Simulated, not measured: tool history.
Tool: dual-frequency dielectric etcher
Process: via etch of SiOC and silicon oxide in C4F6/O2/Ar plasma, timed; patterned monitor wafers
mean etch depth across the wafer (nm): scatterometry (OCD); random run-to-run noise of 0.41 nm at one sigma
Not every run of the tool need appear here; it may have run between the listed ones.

run,hour,source power (W),bias power (W),etch time (s),mean etch depth across the wafer (nm)
1,0,460,176,74,78.107
2,3.5,370,176,74,73.192
3,10.8,370,176,77.5,76.674
4,19.3,420,179,77.5,80.705
5,24,420,161,77.5,76.414
6,31.8,460,165,77.5,79.395
7,32.4,490,170,77.5,82.724
8,34.7,520,173,77.5,84.888
9,35.5,540,176,77.5,86.491
10,38.4,560,179,77.5,88.614
11,41.4,580,180,77.5,90.42
12,49.8,590,181,77.5,90.421
13,54.4,600,183,77.5,91.21
14,61.3,610,184,77.5,91.375

What does the tool deliver on the next run?
15,64.9,620,186,77.5,?

{"run 15": {"mean etch depth across the wafer (nm)": 92.628}}

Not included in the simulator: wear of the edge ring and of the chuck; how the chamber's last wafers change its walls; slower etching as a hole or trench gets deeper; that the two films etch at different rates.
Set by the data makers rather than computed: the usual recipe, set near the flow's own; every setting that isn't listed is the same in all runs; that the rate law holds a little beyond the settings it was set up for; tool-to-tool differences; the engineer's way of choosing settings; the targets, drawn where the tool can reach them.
